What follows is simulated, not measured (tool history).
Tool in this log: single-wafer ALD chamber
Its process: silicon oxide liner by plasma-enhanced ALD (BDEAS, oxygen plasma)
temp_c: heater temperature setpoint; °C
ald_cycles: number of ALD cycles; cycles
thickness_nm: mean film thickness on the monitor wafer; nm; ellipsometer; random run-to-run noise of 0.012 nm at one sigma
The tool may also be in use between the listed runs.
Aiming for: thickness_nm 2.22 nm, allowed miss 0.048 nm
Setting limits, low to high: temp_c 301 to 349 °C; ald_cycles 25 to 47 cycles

| run | hour | temp_c | ald_cycles | thickness_nm |
|---|---|---|---|---|
| 1 | 0 | 325 | 36 | 2.8939 |
| 2 | 7.7 | 325 | 34 | 2.7437 |
| 3 | 13.4 | 325 | 39 | 3.1576 |
| 4 | 21.6 | 334 | 39 | 3.1018 |
| 5 | 24.4 | 334 | 44 | 3.5198 |
| 6 | 32.5 | 335 | 40 | 3.1882 |
| 7 | 39.6 | 336 | 37 | 2.9217 |
| 8 | 46.1 | 337 | 35 | 2.779 |
| 9 | 51.9 | 337 | 33 | 2.6227 |
| 10 | 59.9 | 339 | 27 | 2.1677 |

Of the 4 settings listed for the next run, only one would bring every result within its allowed miss of target. Which one?
| A | 67.9 | 342 | 27 | ? |
| B | 67.9 | 340 | 27 | ? |
| C | 67.9 | 341 | 27 | ? |
| D | 67.9 | 334 | 28 | ? |

| move | thickness_nm |
|---|---|
| A | 2.1278 |
| B | 2.1335 |
| C | 2.1307 |
| D | 2.2301 |
A: moves away from the targets compared with the last run
B: moves away from the targets compared with the last run
C: moves away from the targets compared with the last run
D: each result inside its tolerance
D is the move that brings every result within its allowed miss.
